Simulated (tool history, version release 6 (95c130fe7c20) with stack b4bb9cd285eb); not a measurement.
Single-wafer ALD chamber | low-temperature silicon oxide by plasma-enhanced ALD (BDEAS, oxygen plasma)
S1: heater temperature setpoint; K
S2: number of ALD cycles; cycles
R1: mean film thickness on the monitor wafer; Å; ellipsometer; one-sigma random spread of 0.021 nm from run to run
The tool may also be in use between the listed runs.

{"run": 1, "hour": 0.0, "S1": 378.15, "S2": 70, "R1": 102.81}
{"run": 2, "hour": 8.5, "S1": 383.15, "S2": 68, "R1": 98.862}
{"run": 3, "hour": 9.9, "S1": 383.15, "S2": 75, "R1": 109.56}
{"run": 4, "hour": 17.2, "S1": 377.15, "S2": 75, "R1": 110.71}
{"run": 5, "hour": 18.7, "S1": 382.15, "S2": 71, "R1": 103.58}
{"run": 6, "hour": 25.1, "S1": 390.15, "S2": 71, "R1": 102.47}
{"run": 7, "hour": 31.2, "S1": 392.15, "S2": 68, "R1": 97.85}

Estimate the outcome of run 8 from the log above:
{"run": 8, "hour": 40.1, "S1": 393.15, "S2": 67, "R1": "?"}

Logged for run 8: R1 95.855 Å.
